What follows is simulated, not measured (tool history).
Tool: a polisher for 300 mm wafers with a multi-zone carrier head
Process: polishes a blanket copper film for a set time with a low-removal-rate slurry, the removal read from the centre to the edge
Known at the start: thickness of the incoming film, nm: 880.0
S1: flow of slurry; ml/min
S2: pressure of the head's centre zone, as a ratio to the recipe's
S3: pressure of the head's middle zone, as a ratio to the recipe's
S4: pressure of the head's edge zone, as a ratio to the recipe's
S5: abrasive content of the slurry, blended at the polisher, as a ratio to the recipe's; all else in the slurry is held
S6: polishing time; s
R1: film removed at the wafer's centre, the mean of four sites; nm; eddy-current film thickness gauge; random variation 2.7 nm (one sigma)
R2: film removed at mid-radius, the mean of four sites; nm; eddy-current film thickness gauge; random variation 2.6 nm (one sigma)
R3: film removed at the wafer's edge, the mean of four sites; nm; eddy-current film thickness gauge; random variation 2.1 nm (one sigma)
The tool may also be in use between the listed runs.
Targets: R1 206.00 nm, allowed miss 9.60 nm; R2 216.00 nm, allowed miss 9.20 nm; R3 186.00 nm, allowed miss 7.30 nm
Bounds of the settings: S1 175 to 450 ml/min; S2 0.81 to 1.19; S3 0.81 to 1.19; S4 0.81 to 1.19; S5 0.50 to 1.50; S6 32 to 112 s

{"run": 1, "day": 0.0, "S1": 290, "S2": 1.0, "S3": 1.0, "S4": 1.0, "S5": 1.0, "S6": 72, "R1": 235.36, "R2": 244.03, "R3": 232.41}
{"run": 2, "day": 0.225, "S1": 290, "S2": 1.0, "S3": 0.92, "S4": 1.0, "S5": 1.0, "S6": 72, "R1": 240.7, "R2": 221.43, "R3": 233.26}
{"run": 3, "day": 0.488, "S1": 290, "S2": 1.0, "S3": 0.94, "S4": 0.97, "S5": 0.9, "S6": 71, "R1": 238.98, "R2": 224.37, "R3": 224.86}
{"run": 4, "day": 0.846, "S1": 290, "S2": 1.0, "S3": 0.94, "S4": 1.01, "S5": 0.9, "S6": 71, "R1": 231.66, "R2": 222.53, "R3": 230.45}
{"run": 5, "day": 1.154, "S1": 290, "S2": 0.99, "S3": 0.95, "S4": 0.98, "S5": 0.85, "S6": 69, "R1": 224.04, "R2": 221.1, "R3": 218.68}
{"run": 6, "day": 1.508, "S1": 290, "S2": 0.99, "S3": 0.95, "S4": 0.91, "S5": 0.85, "S6": 69, "R1": 217.44, "R2": 220.94, "R3": 212.7}
{"run": 7, "day": 1.725, "S1": 290, "S2": 1.0, "S3": 0.96, "S4": 0.89, "S5": 0.8, "S6": 68, "R1": 222.19, "R2": 216.16, "R3": 205.76}
{"run": 8, "day": 1.904, "S1": 290, "S2": 1.0, "S3": 0.97, "S4": 0.88, "S5": 0.75, "S6": 67, "R1": 210.35, "R2": 212.27, "R3": 193.84}

4 next moves are on the table. One of them brings every result within its allowed miss. Which?
{"run": "A", "day": 2.083, "S1": 280, "S2": 1.19, "S3": 1.19, "S4": 0.81, "S5": 0.7, "S6": 62, "R1": "?", "R2": "?", "R3": "?"}
{"run": "B", "day": 2.083, "S1": 320, "S2": 1.02, "S3": 1.02, "S4": 0.89, "S5": 0.5, "S6": 68, "R1": "?", "R2": "?", "R3": "?"}
{"run": "C", "day": 2.083, "S1": 285, "S2": 0.93, "S3": 0.93, "S4": 0.84, "S5": 0.7, "S6": 71, "R1": "?", "R2": "?", "R3": "?"}
{"run": "D", "day": 2.083, "S1": 390, "S2": 1.04, "S3": 0.99, "S4": 0.96, "S5": 0.65, "S6": 62, "R1": "?", "R2": "?", "R3": "?"}

move=A R1=234.87 R2=224.62 R3=171.79
move=B R1=212.01 R2=207.69 R3=188.84
move=C R1=209.78 R2=209.16 R3=200.82
move=D R1=208.09 R2=194.66 R3=187.49
A: takes the result that was furthest off past its target
B: meets every target
C: further off than the last run
D: brings the result that was furthest off to its target, and leaves another outside
Answer: B

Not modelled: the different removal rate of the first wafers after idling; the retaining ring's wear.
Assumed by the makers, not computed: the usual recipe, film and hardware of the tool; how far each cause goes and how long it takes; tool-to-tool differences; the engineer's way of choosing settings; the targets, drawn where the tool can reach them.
